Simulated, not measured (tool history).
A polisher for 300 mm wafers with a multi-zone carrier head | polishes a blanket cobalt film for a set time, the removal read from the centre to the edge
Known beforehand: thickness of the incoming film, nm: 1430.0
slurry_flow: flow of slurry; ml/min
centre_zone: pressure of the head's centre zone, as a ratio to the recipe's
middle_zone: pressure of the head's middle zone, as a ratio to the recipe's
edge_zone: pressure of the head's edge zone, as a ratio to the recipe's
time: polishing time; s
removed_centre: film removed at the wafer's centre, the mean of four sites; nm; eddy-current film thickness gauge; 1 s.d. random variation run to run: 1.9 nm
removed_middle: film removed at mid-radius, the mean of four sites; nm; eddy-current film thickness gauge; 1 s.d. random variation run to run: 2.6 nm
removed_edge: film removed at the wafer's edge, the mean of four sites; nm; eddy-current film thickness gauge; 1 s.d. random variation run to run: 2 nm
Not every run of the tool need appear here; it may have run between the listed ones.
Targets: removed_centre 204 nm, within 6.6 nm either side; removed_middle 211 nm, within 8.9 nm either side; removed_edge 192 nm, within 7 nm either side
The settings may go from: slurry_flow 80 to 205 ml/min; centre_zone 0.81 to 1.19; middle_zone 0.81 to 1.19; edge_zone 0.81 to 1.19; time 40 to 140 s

run,day,slurry_flow,centre_zone,middle_zone,edge_zone,time,removed_centre,removed_middle,removed_edge
1,0,135,1,1,1,90,310.18,314.71,319.95
2,0.333,135,1,1.01,0.97,83,288.15,294.01,285.32
3,0.579,135,1.05,1.01,0.97,83,298.76,298.52,283.08
4,0.788,130,1.04,1.01,0.95,79,280.23,281.13,267.03
5,1.079,130,1.04,1.01,1.02,79,285.73,281.84,283.89
6,1.325,130,1.03,1,0.99,75,262.55,265,257.38
7,1.471,130,1.02,0.98,0.96,73,255.94,251.61,253.41
8,1.646,125,1.02,0.98,0.94,70,243.3,237.2,237.08
9,1.746,120,1.01,0.99,0.92,69,228.27,236.82,228.38
10,1.95,115,1.02,0.99,0.9,68,227.13,233.62,224.61
11,2.017,115,1.02,0.99,0.89,66,217.36,225.22,216.5
12,2.129,115,1.03,0.99,0.88,65,219.82,223.59,209.88
13,2.4,110,1.03,0.99,0.87,65,220.53,216.11,207.13
14,2.742,105,1.03,1,0.86,65,208.87,221.61,202.56
15,2.829,105,1.03,1,0.85,65,215.16,215.81,206.31
16,2.925,105,1.03,1.01,0.84,64,209.71,216.86,199.05

5 next moves are on the table. One of them brings every result within its allowed miss. Which?
A,3.021,120,1,1.11,0.86,62,?,?,?
B,3.021,110,1.02,0.98,0.9,65,?,?,?
C,3.021,120,1.03,1.04,0.88,59,?,?,?
D,3.021,140,1.04,1.07,0.84,59,?,?,?
E,3.021,100,1.07,1.19,0.91,60,?,?,?

move,removed_centre,removed_middle,removed_edge
A,209.41,232.58,197.15
B,217.64,214.09,207.55
C,205.2,209.32,189.59
D,216.23,222.57,190.81
E,204.07,226.43,188.16
A: corrects the largest miss of the last run, while another result sits out of spec
B: its largest miss is bigger than the last run's
C: every result within its allowed miss
D: corrects the largest miss of the last run, while another result sits out of spec
E: corrects the largest miss of the last run, while another result sits out of spec
C is the move that brings every result within its allowed miss.

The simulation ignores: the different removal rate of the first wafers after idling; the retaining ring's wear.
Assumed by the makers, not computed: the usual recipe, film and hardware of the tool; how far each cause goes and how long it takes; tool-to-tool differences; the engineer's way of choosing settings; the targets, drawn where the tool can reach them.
